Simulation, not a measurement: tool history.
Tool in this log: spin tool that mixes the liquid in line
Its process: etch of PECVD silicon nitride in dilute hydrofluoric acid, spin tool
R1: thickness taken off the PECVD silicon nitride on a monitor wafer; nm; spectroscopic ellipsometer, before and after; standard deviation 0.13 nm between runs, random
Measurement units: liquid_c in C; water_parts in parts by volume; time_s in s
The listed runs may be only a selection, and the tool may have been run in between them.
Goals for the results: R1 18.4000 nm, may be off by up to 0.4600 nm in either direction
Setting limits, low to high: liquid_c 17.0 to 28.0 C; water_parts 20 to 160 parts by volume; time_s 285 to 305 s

Run 1, hour 0.0: liquid_c 20.0 C, water_parts 90 parts by volume, time_s 285 s. Result: R1 9.3866 nm.
Run 2, hour 2.7: liquid_c 17.0 C, water_parts 90 parts by volume, time_s 285 s. Result: R1 7.6139 nm.
Run 3, hour 9.9: liquid_c 17.0 C, water_parts 110 parts by volume, time_s 285 s. Result: R1 6.2607 nm.
Run 4, hour 11.7: liquid_c 19.5 C, water_parts 110 parts by volume, time_s 285 s. Result: R1 7.4499 nm.
Run 5, hour 16.1: liquid_c 22.0 C, water_parts 100 parts by volume, time_s 285 s. Result: R1 9.6680 nm.
Run 6, hour 21.9: liquid_c 24.0 C, water_parts 90 parts by volume, time_s 285 s. Result: R1 12.2750 nm.
Run 7, hour 23.6: liquid_c 25.0 C, water_parts 85 parts by volume, time_s 285 s. Result: R1 13.6980 nm.
Run 8, hour 31.4: liquid_c 28.0 C, water_parts 75 parts by volume, time_s 285 s. Result: R1 19.1130 nm.

Exercise: of the 5 proposed moves below, exactly one satisfies all targets within the stated allowed misses. Which move is it?
Run A, hour 39.2: liquid_c 27.5 C, water_parts 80 parts by volume, time_s 285 s. Result: R1 ?.
Run B, hour 39.2: liquid_c 26.5 C, water_parts 70 parts by volume, time_s 285 s. Result: R1 ?.
Run C, hour 39.2: liquid_c 27.0 C, water_parts 70 parts by volume, time_s 300 s. Result: R1 ?.
Run D, hour 39.2: liquid_c 28.0 C, water_parts 75 parts by volume, time_s 295 s. Result: R1 ?.
Run E, hour 39.2: liquid_c 26.5 C, water_parts 80 parts by volume, time_s 305 s. Result: R1 ?.

move       R1
   A  17.0480
   B  18.2350
   C  19.8320
   D  19.4330
   E  17.0970
A: takes the result that was furthest off past its target
B: hits every target within its allowed miss
C: lands further from the targets than the last run did
D: lands further from the targets than the last run did
E: takes the result that was furthest off past its target
B meets every target.
